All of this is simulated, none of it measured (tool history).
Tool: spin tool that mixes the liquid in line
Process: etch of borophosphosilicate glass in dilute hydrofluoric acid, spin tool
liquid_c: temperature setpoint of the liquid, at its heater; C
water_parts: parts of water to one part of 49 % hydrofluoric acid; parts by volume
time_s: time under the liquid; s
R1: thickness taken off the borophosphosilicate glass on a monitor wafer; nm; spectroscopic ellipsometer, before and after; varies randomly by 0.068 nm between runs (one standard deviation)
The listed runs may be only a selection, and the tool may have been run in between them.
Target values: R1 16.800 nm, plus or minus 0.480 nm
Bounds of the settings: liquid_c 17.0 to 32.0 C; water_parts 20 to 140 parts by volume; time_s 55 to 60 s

Run 1, hour 0.0: liquid_c 24.0 C, water_parts 75 parts by volume, time_s 55 s. Result: R1 34.150 nm.
Run 2, hour 4.2: liquid_c 22.5 C, water_parts 80 parts by volume, time_s 55 s. Result: R1 30.089 nm.
Run 3, hour 9.6: liquid_c 21.5 C, water_parts 85 parts by volume, time_s 55 s. Result: R1 26.960 nm.
Run 4, hour 16.5: liquid_c 20.5 C, water_parts 90 parts by volume, time_s 55 s. Result: R1 24.424 nm.
Run 5, hour 24.0: liquid_c 17.5 C, water_parts 90 parts by volume, time_s 55 s. Result: R1 21.434 nm.
Run 6, hour 28.2: liquid_c 17.5 C, water_parts 65 parts by volume, time_s 55 s. Result: R1 30.490 nm.
Run 7, hour 31.2: liquid_c 17.5 C, water_parts 75 parts by volume, time_s 55 s. Result: R1 26.109 nm.
At hour 34.1: thermometer replaced.
Run 8, hour 34.1: liquid_c 17.5 C, water_parts 80 parts by volume, time_s 55 s. Result: R1 23.097 nm.
Run 9, hour 42.6: liquid_c 17.5 C, water_parts 85 parts by volume, time_s 55 s. Result: R1 21.564 nm.
Run 10, hour 43.6: liquid_c 17.5 C, water_parts 85 parts by volume, time_s 55 s. Result: R1 21.438 nm.
Run 11, hour 47.2: liquid_c 17.5 C, water_parts 90 parts by volume, time_s 55 s. Result: R1 20.262 nm.

4 candidate next runs follow, results not yet known. Just one meets every target within its allowed miss. Identify it.
Run A, hour 50.8: liquid_c 19.0 C, water_parts 75 parts by volume, time_s 55 s. Result: R1 ?.
Run B, hour 50.8: liquid_c 17.0 C, water_parts 70 parts by volume, time_s 60 s. Result: R1 ?.
Run C, hour 50.8: liquid_c 18.5 C, water_parts 90 parts by volume, time_s 60 s. Result: R1 ?.
Run D, hour 50.8: liquid_c 17.0 C, water_parts 105 parts by volume, time_s 55 s. Result: R1 ?.

move      R1
   A  26.109
   B  28.184
   C  22.857
   D  16.597
A: misses by more than the last run did
B: misses by more than the last run did
C: misses by more than the last run did
D: all results in spec
Correct choice: D, which meets every target
